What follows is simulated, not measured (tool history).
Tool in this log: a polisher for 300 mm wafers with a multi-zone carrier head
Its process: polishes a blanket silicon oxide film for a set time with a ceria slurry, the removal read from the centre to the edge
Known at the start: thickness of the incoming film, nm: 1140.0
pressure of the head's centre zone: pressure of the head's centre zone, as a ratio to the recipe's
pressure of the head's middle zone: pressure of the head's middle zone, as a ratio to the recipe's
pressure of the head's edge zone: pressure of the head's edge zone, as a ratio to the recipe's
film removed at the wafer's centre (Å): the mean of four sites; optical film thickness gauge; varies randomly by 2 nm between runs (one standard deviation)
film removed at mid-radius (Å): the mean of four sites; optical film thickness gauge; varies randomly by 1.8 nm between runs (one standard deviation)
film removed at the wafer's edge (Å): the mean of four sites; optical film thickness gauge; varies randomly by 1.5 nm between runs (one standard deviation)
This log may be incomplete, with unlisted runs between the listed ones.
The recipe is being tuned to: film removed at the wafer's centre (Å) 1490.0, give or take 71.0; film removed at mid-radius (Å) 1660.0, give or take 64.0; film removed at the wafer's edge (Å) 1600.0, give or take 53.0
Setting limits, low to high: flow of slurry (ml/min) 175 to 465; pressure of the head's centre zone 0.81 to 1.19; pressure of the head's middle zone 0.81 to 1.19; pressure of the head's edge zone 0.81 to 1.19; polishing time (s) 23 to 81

run  hour  flow of slurry (ml/min)  pressure of the head's centre zone  pressure of the head's middle zone  pressure of the head's edge zone  polishing time (s)  film removed at the wafer's centre (Å)  film removed at mid-radius (Å)  film removed at the wafer's edge (Å)
  1   0.0                      295                                1.00                                1.00                              1.00                  52                                  2867.3                          2932.1                                2880.5
  2   2.6                      290                                0.97                                0.99                              0.97                  44                                  2397.7                          2461.1                                2383.4
  3   3.6                      280                                0.93                                0.98                              0.95                  39                                  2003.8                          2104.1                                2096.3
  4   7.5                      280                                0.93                                1.01                              0.95                  39                                  1973.8                          2205.0                                2059.6
  5  11.5                      280                                0.93                                1.01                              1.02                  39                                  1961.8                          2158.7                                2165.6
  6  20.4                      275                                0.91                                0.99                              0.97                  36                                  1792.9                          1955.9                                1924.3
  7  28.3                      265                                0.88                                0.97                              0.93                  35                                  1697.0                          1866.1                                1861.6
  8  33.0                      265                                0.87                                0.98                              0.86                  27                                  1270.5                          1447.0                                1390.8
  9  39.1                      270                                0.89                                0.99                              0.89                  27                                  1287.4                          1493.0                                1428.9
 10  43.3                      275                                0.92                                1.00                              0.92                  27                                  1379.8                          1511.4                                1448.7
 11  49.2                      300                                0.90                                1.05                              1.02                  30                                  1506.9                          1751.2                                1656.6
 12  49.8                      300                                0.90                                1.04                              1.01                  30                                  1515.9                          1755.9                                1682.7
 13  50.5                      295                                0.90                                1.03                              1.00                  30                                  1460.5                          1714.6                                1658.2
 14  53.4                      295                                0.91                                1.03                              0.99                  30                                  1549.4                          1709.2                                1649.0
 15  57.3                      295                                0.91                                1.03                              0.99                  30                                  1492.2                          1736.1                                1637.7
 16  62.1                      295                                0.91                                1.03                              0.99                  30                                  1506.4                          1701.0                                1652.9
 17  63.0                      295                                0.91                                1.03                              0.98                  30                                  1524.2                          1728.9                                1645.2

Consider the 5 candidate settings below. Which is the only one whose results all fall within their allowed miss of target?
  A  63.9                      345                                0.87                                1.10                              0.95                  29                                       ?                               ?                                     ?
  B  63.9                      290                                0.87                                1.08                              1.01                  31                                       ?                               ?                                     ?
  C  63.9                      350                                0.88                                1.05                              0.94                  30                                       ?                               ?                                     ?
  D  63.9                      350                                0.88                                0.95                              0.95                  31                                       ?                               ?                                     ?
  E  63.9                      410                                0.87                                0.96                              0.89                  30                                       ?                               ?                                     ?

move  film removed at the wafer's centre (Å)  film removed at mid-radius (Å)  film removed at the wafer's edge (Å)
   A                                  1429.8                          1802.3                                1589.8
   B                                  1498.9                          1863.6                                1719.0
   C                                  1497.5                          1794.1                                1640.5
   D                                  1546.3                          1703.7                                1704.6
   E                                  1501.0                          1685.1                                1624.5
A: the biggest miss grows against the last run
B: the biggest miss grows against the last run
C: the biggest miss grows against the last run
D: the furthest-off result lands on target, but another misses its tolerance
E: hits every target within its allowed miss
The right move is E.

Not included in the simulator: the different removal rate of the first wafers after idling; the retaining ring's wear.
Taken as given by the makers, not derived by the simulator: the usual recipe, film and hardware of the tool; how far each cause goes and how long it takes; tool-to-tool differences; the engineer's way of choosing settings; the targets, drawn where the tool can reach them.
